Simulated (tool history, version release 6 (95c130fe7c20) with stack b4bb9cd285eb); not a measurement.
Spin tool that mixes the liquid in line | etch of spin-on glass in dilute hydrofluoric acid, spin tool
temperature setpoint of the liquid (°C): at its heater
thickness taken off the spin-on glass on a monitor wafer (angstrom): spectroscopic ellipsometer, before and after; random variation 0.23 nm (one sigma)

run	hour	temperature setpoint of the liquid (°C)	parts of water to one part of 49 % hydrofluoric acid (parts by volume)	time under the liquid (s)	thickness taken off the spin-on glass on a monitor wafer (angstrom)
1	0.0	25.0	235	115	194.21
2	2.6	26.5	230	115	211.04
3	4.0	28.0	225	115	226.57
4	9.4	28.0	225	115	227.38
5	14.7	28.0	260	115	188.03
6	22.4	28.0	260	115	186.05
7	24.8	32.0	195	115	307.25

The next listed run, before its measurement:
8	31.7	31.5	195	115	?

Run 8 gave thickness taken off the spin-on glass on a monitor wafer (angstrom) 306.85.
